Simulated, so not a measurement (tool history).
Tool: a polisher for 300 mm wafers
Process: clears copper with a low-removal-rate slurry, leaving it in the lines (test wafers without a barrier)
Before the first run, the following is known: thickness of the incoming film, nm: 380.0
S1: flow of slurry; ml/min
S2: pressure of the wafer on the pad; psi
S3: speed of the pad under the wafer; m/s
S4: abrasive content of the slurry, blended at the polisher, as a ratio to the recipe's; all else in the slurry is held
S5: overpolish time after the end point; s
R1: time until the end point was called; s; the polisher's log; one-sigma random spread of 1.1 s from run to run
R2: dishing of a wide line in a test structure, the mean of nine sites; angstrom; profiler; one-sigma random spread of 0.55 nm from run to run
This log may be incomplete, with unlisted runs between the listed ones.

run 1 hour=0 | S1=305 S2=3.1 S3=1.08 S4=1 S5=9 | R1=100.11 R2=230.88
run 2 hour=1.9 | S1=305 S2=3.1 S3=1.08 S4=1 S5=10 | R1=100.89 R2=243.92
run 3 hour=10.6 | S1=305 S2=3.1 S3=1.08 S4=1 S5=11 | R1=97.732 R2=271.03
run 4 hour=16.1 | S1=305 S2=3.1 S3=1.34 S4=1 S5=11 | R1=80.302 R2=326.12
run 5 hour=17.5 | S1=305 S2=3.1 S3=1.56 S4=1 S5=11 | R1=69.313 R2=372.86
run 6 hour=24.6 | S1=305 S2=2.9 S3=1.56 S4=1 S5=11 | R1=74.063 R2=348.1
run 7 hour=29.9 | S1=305 S2=2.7 S3=1.56 S4=1 S5=11 | R1=78.99 R2=340.74
run 8 hour=38 | S1=305 S2=2.6 S3=1.56 S4=1 S5=11 | R1=79.239 R2=335.49
run 9 hour=45.3 | S1=305 S2=2.4 S3=1.56 S4=1 S5=11 | R1=87.263 R2=300.16

Estimate the outcome of run 10 from the log above:
run 10 hour=46.3 | S1=305 S2=2.4 S3=1.56 S4=1 S5=11 | R1=? R2=?

{"run 10": {"R1": 87.238, "R2": 296.5}}
